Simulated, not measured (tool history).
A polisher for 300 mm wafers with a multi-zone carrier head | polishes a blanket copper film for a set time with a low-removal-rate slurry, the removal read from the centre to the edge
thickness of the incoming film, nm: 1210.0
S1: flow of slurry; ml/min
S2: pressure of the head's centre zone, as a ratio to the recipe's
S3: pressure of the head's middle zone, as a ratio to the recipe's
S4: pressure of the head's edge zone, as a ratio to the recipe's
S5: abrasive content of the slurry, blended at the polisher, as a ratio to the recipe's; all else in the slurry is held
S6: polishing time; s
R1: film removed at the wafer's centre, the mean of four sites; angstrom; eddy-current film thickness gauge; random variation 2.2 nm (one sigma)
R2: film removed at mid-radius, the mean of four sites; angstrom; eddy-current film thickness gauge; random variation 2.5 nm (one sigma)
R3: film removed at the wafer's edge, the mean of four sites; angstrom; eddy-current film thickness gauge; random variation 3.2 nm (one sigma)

{"run": 1, "hour": 0.0, "S1": 260, "S2": 1, "S3": 1, "S4": 1, "S5": 1, "S6": 64, "R1": 2683.8, "R2": 2702.7, "R3": 2632.2}
{"run": 2, "hour": 8.3, "S1": 260, "S2": 1, "S3": 1, "S4": 0.95, "S5": 1, "S6": 64, "R1": 2707.7, "R2": 2670.7, "R3": 2673.3}
{"run": 3, "hour": 12.1, "S1": 260, "S2": 0.98, "S3": 1.02, "S4": 0.96, "S5": 0.95, "S6": 63, "R1": 2620.1, "R2": 2646.6, "R3": 2524.3}
{"run": 4, "hour": 16.8, "S1": 250, "S2": 0.95, "S3": 1.02, "S4": 0.98, "S5": 0.95, "S6": 62, "R1": 2466.3, "R2": 2616.7, "R3": 2513.5}
{"run": 5, "hour": 25.0, "S1": 250, "S2": 0.93, "S3": 1.03, "S4": 0.98, "S5": 0.9, "S6": 62, "R1": 2391.8, "R2": 2588.8, "R3": 2465.4}
{"run": 6, "hour": 26.2, "S1": 250, "S2": 0.93, "S3": 1.11, "S4": 0.98, "S5": 0.9, "S6": 62, "R1": 2394.2, "R2": 2822.7, "R3": 2414.5}

Run 7 comes next. What will it give?
{"run": 7, "hour": 32.9, "S1": 250, "S2": 0.93, "S3": 1.11, "S4": 0.98, "S5": 0.9, "S6": 62, "R1": "?", "R2": "?", "R3": "?"}

Run 7 gave R1 2355.5 angstrom, R2 2778.2 angstrom, R3 2486.1 angstrom.

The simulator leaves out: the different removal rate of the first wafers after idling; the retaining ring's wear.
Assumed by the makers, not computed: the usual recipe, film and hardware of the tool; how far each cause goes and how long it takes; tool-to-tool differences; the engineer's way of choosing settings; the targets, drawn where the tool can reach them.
